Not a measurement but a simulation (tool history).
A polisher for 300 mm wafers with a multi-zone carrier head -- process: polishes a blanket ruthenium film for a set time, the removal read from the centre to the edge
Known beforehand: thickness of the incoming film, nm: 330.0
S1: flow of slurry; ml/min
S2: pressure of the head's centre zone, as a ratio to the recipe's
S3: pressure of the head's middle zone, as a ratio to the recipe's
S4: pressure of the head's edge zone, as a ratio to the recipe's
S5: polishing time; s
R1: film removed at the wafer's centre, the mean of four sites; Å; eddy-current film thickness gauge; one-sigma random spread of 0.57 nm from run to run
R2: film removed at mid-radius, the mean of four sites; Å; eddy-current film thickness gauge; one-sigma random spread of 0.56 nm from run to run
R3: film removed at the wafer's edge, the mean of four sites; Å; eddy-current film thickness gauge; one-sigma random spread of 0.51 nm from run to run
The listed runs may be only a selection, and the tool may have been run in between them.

run 1 day=0.000 | S1=205 S2=1.00 S3=1.00 S4=1.00 S5=61 | R1=806.95 R2=850.88 R3=857.07
run 2 day=0.158 | S1=200 S2=0.97 S3=0.97 S4=0.98 S5=55 | R1=712.30 R2=731.74 R3=741.17
run 3 day=0.496 | S1=200 S2=0.97 S3=1.05 S4=0.98 S5=55 | R1=698.65 R2=786.36 R3=743.17
run 4 day=0.588 | S1=200 S2=1.00 S3=1.05 S4=0.98 S5=55 | R1=745.14 R2=786.84 R3=758.91
run 5 day=0.838 | S1=190 S2=0.96 S3=1.00 S4=0.98 S5=52 | R1=659.23 R2=705.71 R3=717.49
run 6 day=0.950 | S1=190 S2=1.02 S3=1.00 S4=0.98 S5=52 | R1=687.26 R2=707.71 R3=698.78
run 7 day=1.242 | S1=175 S2=0.98 S3=0.98 S4=0.97 S5=49 | R1=610.95 R2=650.96 R3=667.67

Estimate the outcome of run 8 from the log above:
run 8 day=1.350 | S1=170 S2=0.96 S3=0.96 S4=0.95 S5=47 | R1=? R2=? R3=?

Run 8 measured R1 579.52 Å, R2 599.64 Å, R3 623.73 Å.
